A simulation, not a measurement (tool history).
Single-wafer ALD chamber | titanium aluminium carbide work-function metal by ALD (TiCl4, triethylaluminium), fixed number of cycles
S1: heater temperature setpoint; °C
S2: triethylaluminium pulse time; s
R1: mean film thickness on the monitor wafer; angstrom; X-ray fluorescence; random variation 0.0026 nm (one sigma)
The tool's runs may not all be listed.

run 1 day=0 | S1=290 S2=7.81 | R1=18.565
run 2 day=0.146 | S1=290 S2=5.8 | R1=16.87
run 3 day=0.271 | S1=299 S2=5.8 | R1=17.509
run 4 day=0.467 | S1=291 S2=5.05 | R1=15.792
run 5 day=0.708 | S1=286 S2=4.76 | R1=14.984
run 6 day=0.958 | S1=286 S2=6.29 | R1=17.132
run 7 day=1.058 | S1=281 S2=5.41 | R1=15.738
run 8 day=1.142 | S1=278 S2=4.75 | R1=14.465
run 9 day=1.204 | S1=275 S2=4.54 | R1=13.879
run 10 day=1.538 | S1=273 S2=4.46 | R1=13.566
run 11 day=1.692 | S1=271 S2=4.43 | R1=13.356
run 12 day=1.888 | S1=270 S2=4.41 | R1=13.329

Run 13 comes next. What will it give?
run 13 day=2 | S1=266 S2=3.59 | R1=?

Run 13 gave R1 11.078 angstrom.
